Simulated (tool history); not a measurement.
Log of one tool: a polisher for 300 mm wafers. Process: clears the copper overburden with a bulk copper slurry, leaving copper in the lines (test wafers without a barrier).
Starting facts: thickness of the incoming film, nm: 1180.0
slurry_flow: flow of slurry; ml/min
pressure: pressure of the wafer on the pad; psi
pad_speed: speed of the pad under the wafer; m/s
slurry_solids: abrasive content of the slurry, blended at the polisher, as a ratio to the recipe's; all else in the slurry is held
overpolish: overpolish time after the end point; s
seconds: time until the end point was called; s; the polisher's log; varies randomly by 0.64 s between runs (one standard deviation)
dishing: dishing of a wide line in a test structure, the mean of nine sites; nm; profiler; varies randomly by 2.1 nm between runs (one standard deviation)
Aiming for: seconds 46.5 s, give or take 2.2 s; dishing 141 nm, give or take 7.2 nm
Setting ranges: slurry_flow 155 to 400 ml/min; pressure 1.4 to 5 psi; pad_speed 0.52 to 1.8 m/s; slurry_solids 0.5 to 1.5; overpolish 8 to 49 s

run 1 hour=0 | slurry_flow=255 pressure=3.2 pad_speed=1.16 slurry_solids=1 overpolish=25 | seconds=80.308 dishing=116.29
run 2 hour=8.1 | slurry_flow=255 pressure=3.2 pad_speed=1.16 slurry_solids=1 overpolish=19 | seconds=81.098 dishing=104.93
run 3 hour=13.9 | slurry_flow=255 pressure=3.9 pad_speed=1.16 slurry_solids=1 overpolish=19 | seconds=66.792 dishing=118.41
run 4 hour=15.7 | slurry_flow=255 pressure=3.9 pad_speed=1.16 slurry_solids=1.2 overpolish=19 | seconds=65.115 dishing=118.68
run 5 hour=23.7 | slurry_flow=255 pressure=3.9 pad_speed=1.16 slurry_solids=1.35 overpolish=19 | seconds=63.672 dishing=119.05
run 6 hour=25.6 | slurry_flow=255 pressure=4.2 pad_speed=1.16 slurry_solids=1.35 overpolish=19 | seconds=60.453 dishing=124.32
run 7 hour=28.9 | slurry_flow=255 pressure=4.4 pad_speed=1.18 slurry_solids=1.35 overpolish=19 | seconds=56.498 dishing=126.44
run 8 hour=32.8 | slurry_flow=255 pressure=4.6 pad_speed=1.2 slurry_solids=1.35 overpolish=19 | seconds=53.63 dishing=129.89
run 9 hour=39.2 | slurry_flow=255 pressure=4.7 pad_speed=1.22 slurry_solids=1.35 overpolish=19 | seconds=53.361 dishing=132.04
run 10 hour=47.3 | slurry_flow=255 pressure=4.8 pad_speed=1.26 slurry_solids=1.35 overpolish=19 | seconds=48.98 dishing=133.94

Which one of the following 4 next-run settings gets every result inside its allowed miss? There is exactly one.
run A hour=55.4 | slurry_flow=290 pressure=4.7 pad_speed=1.18 slurry_solids=1.5 overpolish=19 | seconds=? dishing=?
run B hour=55.4 | slurry_flow=265 pressure=5 pad_speed=1.1 slurry_solids=1.35 overpolish=27 | seconds=? dishing=?
run C hour=55.4 | slurry_flow=255 pressure=5 pad_speed=1.28 slurry_solids=1.35 overpolish=21 | seconds=? dishing=?
run D hour=55.4 | slurry_flow=245 pressure=4.8 pad_speed=1.04 slurry_solids=1.4 overpolish=21 | seconds=? dishing=?

move=A seconds=50.144 dishing=130.3
move=B seconds=51.421 dishing=142.09
move=C seconds=45.494 dishing=138.6
move=D seconds=56.22 dishing=130.26
A: the biggest miss grows against the last run
B: the biggest miss grows against the last run
C: meets every target
D: the biggest miss grows against the last run
Correct choice: C, which meets every target

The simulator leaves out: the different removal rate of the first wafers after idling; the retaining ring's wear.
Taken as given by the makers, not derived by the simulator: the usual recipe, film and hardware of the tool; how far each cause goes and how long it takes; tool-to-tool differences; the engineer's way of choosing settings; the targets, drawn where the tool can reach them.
